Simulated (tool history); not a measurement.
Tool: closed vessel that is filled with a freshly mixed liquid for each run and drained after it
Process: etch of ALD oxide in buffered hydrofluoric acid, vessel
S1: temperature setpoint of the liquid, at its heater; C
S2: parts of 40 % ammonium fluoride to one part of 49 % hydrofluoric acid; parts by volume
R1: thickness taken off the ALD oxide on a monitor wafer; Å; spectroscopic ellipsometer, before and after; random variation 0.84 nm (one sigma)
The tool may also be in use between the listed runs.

{"run": 1, "day": 0.0, "S1": 24.0, "S2": 12.5, "time in the liquid (s)": 30, "R1": 629.66}
{"run": 2, "day": 0.142, "S1": 25.5, "S2": 12.5, "time in the liquid (s)": 30, "R1": 670.0}
{"run": 3, "day": 0.304, "S1": 27.0, "S2": 12.5, "time in the liquid (s)": 30, "R1": 740.12}
{"run": 4, "day": 0.638, "S1": 28.0, "S2": 12.5, "time in the liquid (s)": 30, "R1": 770.56}
{"run": 5, "day": 0.888, "S1": 29.0, "S2": 12.5, "time in the liquid (s)": 30, "R1": 824.2}
{"run": 6, "day": 1.1, "S1": 29.0, "S2": 12.5, "time in the liquid (s)": 30, "R1": 824.52}
{"run": 7, "day": 1.446, "S1": 29.5, "S2": 12.5, "time in the liquid (s)": 30, "R1": 854.82}

The next listed run, before its measurement:
{"run": 8, "day": 1.696, "S1": 30.0, "S2": 12.5, "time in the liquid (s)": 30, "R1": "?"}

Run 8 gave R1 857.66 Å.

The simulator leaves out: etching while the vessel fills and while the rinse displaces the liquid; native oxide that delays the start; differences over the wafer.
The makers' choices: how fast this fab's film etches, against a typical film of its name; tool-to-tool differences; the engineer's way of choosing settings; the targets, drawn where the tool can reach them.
